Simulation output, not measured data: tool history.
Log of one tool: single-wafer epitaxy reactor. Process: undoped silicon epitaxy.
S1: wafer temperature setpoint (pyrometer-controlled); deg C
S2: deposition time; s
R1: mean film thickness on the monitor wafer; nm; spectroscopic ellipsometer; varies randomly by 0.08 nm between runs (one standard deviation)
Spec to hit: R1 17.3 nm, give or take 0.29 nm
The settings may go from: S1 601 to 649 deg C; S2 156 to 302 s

run 1 hour=0 | S1=625 S2=229 | R1=20.543
run 2 hour=8.9 | S1=623 S2=229 | R1=19.699
run 3 hour=14.2 | S1=621 S2=229 | R1=18.713
run 4 hour=22.8 | S1=621 S2=218 | R1=17.756
run 5 hour=28.4 | S1=631 S2=218 | R1=22.709
run 6 hour=30.8 | S1=631 S2=197 | R1=20.532
run 7 hour=38.9 | S1=629 S2=197 | R1=19.695
run 8 hour=47.2 | S1=627 S2=197 | R1=18.751
run 9 hour=53.1 | S1=626 S2=197 | R1=18.32
run 10 hour=57.5 | S1=625 S2=197 | R1=17.828

Which one of the following 4 next-run settings gets every result inside its allowed miss? There is exactly one.
run A hour=61.9 | S1=625 S2=208 | R1=?
run B hour=61.9 | S1=633 S2=173 | R1=?
run C hour=61.9 | S1=626 S2=198 | R1=?
run D hour=61.9 | S1=622 S2=208 | R1=?

move=A R1=18.571
move=B R1=18.733
move=C R1=18.113
move=D R1=17.258
A: the biggest miss grows against the last run
B: the biggest miss grows against the last run
C: the biggest miss grows against the last run
D: hits every target within its allowed miss
Move D is the one to make.

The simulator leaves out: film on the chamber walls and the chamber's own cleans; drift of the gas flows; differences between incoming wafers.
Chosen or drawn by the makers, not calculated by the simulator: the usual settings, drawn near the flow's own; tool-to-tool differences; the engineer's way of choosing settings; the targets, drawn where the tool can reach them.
